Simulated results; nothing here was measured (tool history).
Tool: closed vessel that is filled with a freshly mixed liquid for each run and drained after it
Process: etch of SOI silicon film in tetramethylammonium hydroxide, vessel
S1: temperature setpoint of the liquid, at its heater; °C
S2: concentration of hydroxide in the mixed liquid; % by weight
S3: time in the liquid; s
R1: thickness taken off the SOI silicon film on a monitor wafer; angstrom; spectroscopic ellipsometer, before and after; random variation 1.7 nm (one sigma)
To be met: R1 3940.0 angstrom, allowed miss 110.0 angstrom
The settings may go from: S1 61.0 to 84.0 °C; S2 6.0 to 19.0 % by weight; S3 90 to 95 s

run    day    S1    S2  S3      R1
  1  0.000  74.0  12.5  90  7051.1
  2  0.371  71.0  12.5  90  5947.5
  3  0.533  69.0  12.5  90  5245.5
  4  0.750  67.5  12.5  90  4816.0
  5  0.996  67.5  12.5  95  5106.9
  6  1.317  67.5  10.5  95  5441.5
  7  1.671  66.0  10.5  95  4996.3
  8  2.025  65.0  10.5  95  4676.5
  9  2.296  64.0  10.5  95  4392.9
 10  2.371  63.5  10.5  95  4301.7
 11  2.567  61.5  10.5  95  3774.3

5 next moves are on the table. One of them brings every result within its allowed miss. Which?
  A  2.762  61.5  12.0  95   ?
  B  2.762  62.0  10.5  95   ?
  C  2.762  61.5  11.0  95   ?
  D  2.762  61.0  11.0  95   ?
  E  2.762  62.0  10.5  90   ?

move      R1
   A  3603.9
   B  3905.4
   C  3725.9
   D  3612.5
   E  3699.8
A: further off than the last run
B: meets every target
C: further off than the last run
D: further off than the last run
E: further off than the last run
Move B is the one to make.
